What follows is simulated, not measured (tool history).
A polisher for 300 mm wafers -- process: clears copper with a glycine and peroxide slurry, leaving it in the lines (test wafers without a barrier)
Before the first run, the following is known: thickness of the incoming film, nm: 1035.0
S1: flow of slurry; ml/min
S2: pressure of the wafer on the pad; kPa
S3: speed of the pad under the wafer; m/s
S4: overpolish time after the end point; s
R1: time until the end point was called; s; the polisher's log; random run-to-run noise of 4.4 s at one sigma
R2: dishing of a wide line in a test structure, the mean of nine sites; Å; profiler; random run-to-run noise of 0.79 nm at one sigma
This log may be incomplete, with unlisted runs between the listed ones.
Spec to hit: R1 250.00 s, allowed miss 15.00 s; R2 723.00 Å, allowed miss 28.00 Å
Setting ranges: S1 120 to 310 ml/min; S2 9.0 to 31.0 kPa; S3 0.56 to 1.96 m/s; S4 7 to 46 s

run	hour	S1	S2	S3	S4	R1	R2
1	0.0	200	20.0	1.26	24	167.11	888.56
2	2.9	200	17.9	1.24	25	172.92	852.36
3	5.2	160	17.9	1.24	25	180.37	829.22
4	10.6	160	15.9	1.20	27	203.21	837.62
5	14.9	160	20.0	1.20	27	174.05	922.22
6	19.4	160	20.0	1.20	22	173.46	790.22
7	20.2	160	17.9	1.18	23	184.52	757.62
8	21.3	160	15.9	1.16	25	208.35	752.14

Which of these 4 next moves meets every target?
A	22.4	175	12.4	0.94	33	?	?
B	22.4	195	16.5	0.74	28	?	?
C	22.4	145	15.9	1.10	28	?	?
D	22.4	165	15.9	1.00	28	?	?

move	R1	R2
A	270.98	775.62
B	256.92	729.27
C	224.13	796.41
D	231.01	781.35
A: moves the result that the last run missed by most past its target, out the other side
B: every result lands within tolerance
C: closer than the last run, but not yet in spec
D: closer than the last run, but not yet in spec
The move that meets every target is B.
